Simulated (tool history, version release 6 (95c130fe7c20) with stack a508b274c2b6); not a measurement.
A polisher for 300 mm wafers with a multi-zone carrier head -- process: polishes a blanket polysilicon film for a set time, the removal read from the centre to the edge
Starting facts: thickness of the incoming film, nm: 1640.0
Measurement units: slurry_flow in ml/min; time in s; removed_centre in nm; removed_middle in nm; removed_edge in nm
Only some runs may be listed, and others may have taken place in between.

{"run": 1, "hour": 0.0, "slurry_flow": 295, "centre_zone": 1.0, "middle_zone": 1.0, "edge_zone": 1.0, "time": 43, "removed_centre": 241.44, "removed_middle": 247.02, "removed_edge": 222.46}
{"run": 2, "hour": 0.7, "slurry_flow": 280, "centre_zone": 0.99, "middle_zone": 0.95, "edge_zone": 1.03, "time": 40, "removed_centre": 216.7, "removed_middle": 214.82, "removed_edge": 208.36}
{"run": 3, "hour": 8.9, "slurry_flow": 280, "centre_zone": 0.99, "middle_zone": 0.95, "edge_zone": 1.03, "time": 47, "removed_centre": 255.59, "removed_middle": 250.58, "removed_edge": 248.85}
{"run": 4, "hour": 14.5, "slurry_flow": 265, "centre_zone": 0.98, "middle_zone": 0.91, "edge_zone": 1.03, "time": 43, "removed_centre": 229.29, "removed_middle": 222.29, "removed_edge": 221.73}
{"run": 5, "hour": 15.3, "slurry_flow": 260, "centre_zone": 0.98, "middle_zone": 0.88, "edge_zone": 1.06, "time": 40, "removed_centre": 213.58, "removed_middle": 199.41, "removed_edge": 209.96}
{"run": 6, "hour": 18.1, "slurry_flow": 260, "centre_zone": 0.98, "middle_zone": 0.88, "edge_zone": 1.02, "time": 40, "removed_centre": 215.99, "removed_middle": 201.43, "removed_edge": 203.84}
{"hour": 24.0, "done": "edge zone pressure recalibrated"}
{"run": 7, "hour": 24.0, "slurry_flow": 255, "centre_zone": 0.97, "middle_zone": 0.86, "edge_zone": 1.04, "time": 38, "removed_centre": 200.79, "removed_middle": 187.9, "removed_edge": 207.44}
{"run": 8, "hour": 29.9, "slurry_flow": 245, "centre_zone": 0.97, "middle_zone": 0.85, "edge_zone": 1.03, "time": 36, "removed_centre": 189.2, "removed_middle": 172.72, "removed_edge": 193.67}
{"run": 9, "hour": 36.0, "slurry_flow": 240, "centre_zone": 0.96, "middle_zone": 0.84, "edge_zone": 1.0, "time": 35, "removed_centre": 182.76, "removed_middle": 168.23, "removed_edge": 187.0}
{"run": 10, "hour": 43.7, "slurry_flow": 230, "centre_zone": 0.96, "middle_zone": 0.83, "edge_zone": 0.99, "time": 35, "removed_centre": 181.2, "removed_middle": 163.86, "removed_edge": 184.45}
{"run": 11, "hour": 47.5, "slurry_flow": 220, "centre_zone": 0.95, "middle_zone": 0.83, "edge_zone": 0.98, "time": 35, "removed_centre": 176.51, "removed_middle": 163.39, "removed_edge": 179.9}

Estimate the outcome of run 12 from the log above:
{"run": 12, "hour": 50.2, "slurry_flow": 210, "centre_zone": 0.95, "middle_zone": 0.82, "edge_zone": 0.98, "time": 35, "removed_centre": "?", "removed_middle": "?", "removed_edge": "?"}

removed_centre: 173.77 nm
removed_middle: 161.58 nm
removed_edge: 180.80 nm
